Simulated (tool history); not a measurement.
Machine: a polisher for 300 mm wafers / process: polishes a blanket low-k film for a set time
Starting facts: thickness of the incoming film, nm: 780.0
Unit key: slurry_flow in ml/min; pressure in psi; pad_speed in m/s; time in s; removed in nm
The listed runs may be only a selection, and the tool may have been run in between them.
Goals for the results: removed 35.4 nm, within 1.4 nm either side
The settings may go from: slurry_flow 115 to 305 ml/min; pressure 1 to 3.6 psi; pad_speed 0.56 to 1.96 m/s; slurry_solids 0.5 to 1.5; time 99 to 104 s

{"run": 1, "day": 0.0, "slurry_flow": 195, "pressure": 2.3, "pad_speed": 1.26, "slurry_solids": 1, "time": 99, "removed": 49.767}
{"run": 2, "day": 0.133, "slurry_flow": 195, "pressure": 2.3, "pad_speed": 1.26, "slurry_solids": 1.15, "time": 99, "removed": 53.606}
{"run": 3, "day": 0.371, "slurry_flow": 195, "pressure": 2.3, "pad_speed": 1.26, "slurry_solids": 1.15, "time": 104, "removed": 56.72}
{"run": 4, "day": 0.488, "slurry_flow": 195, "pressure": 2.3, "pad_speed": 1.26, "slurry_solids": 1.05, "time": 104, "removed": 53.954}
{"run": 5, "day": 0.579, "slurry_flow": 195, "pressure": 2.3, "pad_speed": 1.56, "slurry_solids": 1.05, "time": 104, "removed": 61.575}
{"run": 6, "day": 0.7, "slurry_flow": 195, "pressure": 1.8, "pad_speed": 1.56, "slurry_solids": 1.05, "time": 104, "removed": 48.696}
{"run": 7, "day": 0.988, "slurry_flow": 195, "pressure": 1.8, "pad_speed": 1.56, "slurry_solids": 1.05, "time": 104, "removed": 49.697}
{"run": 8, "day": 1.283, "slurry_flow": 195, "pressure": 1.6, "pad_speed": 1.56, "slurry_solids": 1.05, "time": 104, "removed": 43.701}
{"run": 9, "day": 1.321, "slurry_flow": 190, "pressure": 1.2, "pad_speed": 1.54, "slurry_solids": 1.05, "time": 104, "removed": 33.054}
{"run": 10, "day": 1.55, "slurry_flow": 190, "pressure": 1.2, "pad_speed": 1.54, "slurry_solids": 1.05, "time": 104, "removed": 32.244}
{"run": 11, "day": 1.671, "slurry_flow": 200, "pressure": 1.2, "pad_speed": 1.54, "slurry_solids": 1.05, "time": 104, "removed": 33.572}
{"run": 12, "day": 2.046, "slurry_flow": 205, "pressure": 1.2, "pad_speed": 1.54, "slurry_solids": 1.05, "time": 104, "removed": 32.965}

Of the 4 settings listed for the next run, only one would bring every result within its allowed miss of target. Which one?
{"run": "A", "day": 2.421, "slurry_flow": 180, "pressure": 1.3, "pad_speed": 1.42, "slurry_solids": 0.95, "time": 104, "removed": "?"}
{"run": "B", "day": 2.421, "slurry_flow": 205, "pressure": 1.4, "pad_speed": 1.32, "slurry_solids": 0.8, "time": 104, "removed": "?"}
{"run": "C", "day": 2.421, "slurry_flow": 190, "pressure": 1.1, "pad_speed": 1.96, "slurry_solids": 1.1, "time": 101, "removed": "?"}
{"run": "D", "day": 2.421, "slurry_flow": 190, "pressure": 1.1, "pad_speed": 1.68, "slurry_solids": 1, "time": 99, "removed": "?"}

move=A removed=32.175
move=B removed=31.216
move=C removed=35.297
move=D removed=30.048
A: its largest miss is bigger than the last run's
B: its largest miss is bigger than the last run's
C: all results land within tolerance of their targets
D: its largest miss is bigger than the last run's
The move that meets every target is C.
